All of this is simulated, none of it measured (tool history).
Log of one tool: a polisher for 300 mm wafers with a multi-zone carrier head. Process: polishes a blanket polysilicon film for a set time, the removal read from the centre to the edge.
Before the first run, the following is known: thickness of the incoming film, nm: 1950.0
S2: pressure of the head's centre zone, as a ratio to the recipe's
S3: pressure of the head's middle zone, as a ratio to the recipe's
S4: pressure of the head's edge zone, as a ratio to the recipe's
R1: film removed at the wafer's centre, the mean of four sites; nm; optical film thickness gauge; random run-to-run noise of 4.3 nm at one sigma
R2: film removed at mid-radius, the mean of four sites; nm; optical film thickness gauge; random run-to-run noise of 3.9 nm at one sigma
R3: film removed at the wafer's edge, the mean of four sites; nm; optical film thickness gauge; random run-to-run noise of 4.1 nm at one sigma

Run 1, hour 0.0: flow of slurry (ml/min) 280, S2 1.00, S3 1.00, S4 1.00, polishing time (s) 45. Result: R1 377.68 nm, R2 372.92 nm, R3 388.74 nm.
Run 2, hour 4.9: flow of slurry (ml/min) 290, S2 1.02, S3 1.02, S4 1.04, polishing time (s) 46. Result: R1 386.43 nm, R2 402.98 nm, R3 401.86 nm.
Run 3, hour 13.6: flow of slurry (ml/min) 290, S2 1.02, S3 1.02, S4 1.04, polishing time (s) 50. Result: R1 420.66 nm, R2 429.47 nm, R3 436.05 nm.
Run 4, hour 19.0: flow of slurry (ml/min) 300, S2 1.04, S3 1.01, S4 1.06, polishing time (s) 51. Result: R1 442.41 nm, R2 432.27 nm, R3 454.68 nm.
Run 5, hour 21.2: flow of slurry (ml/min) 335, S2 1.04, S3 1.01, S4 1.06, polishing time (s) 51. Result: R1 443.41 nm, R2 437.35 nm, R3 461.89 nm.
Run 6, hour 27.3: flow of slurry (ml/min) 335, S2 1.04, S3 1.01, S4 1.06, polishing time (s) 43. Result: R1 381.03 nm, R2 375.42 nm, R3 385.15 nm.
Run 7, hour 34.9: flow of slurry (ml/min) 345, S2 1.06, S3 1.01, S4 1.08, polishing time (s) 45. Result: R1 394.43 nm, R2 392.95 nm, R3 402.78 nm.
Run 8, hour 42.4: flow of slurry (ml/min) 350, S2 1.08, S3 1.01, S4 1.09, polishing time (s) 47. Result: R1 431.77 nm, R2 413.18 nm, R3 427.39 nm.

Run 9, settings as shown, results not yet in. Your forecast:
Run 9, hour 50.2: flow of slurry (ml/min) 355, S2 1.09, S3 1.01, S4 1.11, polishing time (s) 48. Result: R1 ?, R2 ?, R3 ?.

{"run 9": {"R1": 437.83, "R2": 412.99, "R3": 445.03}}
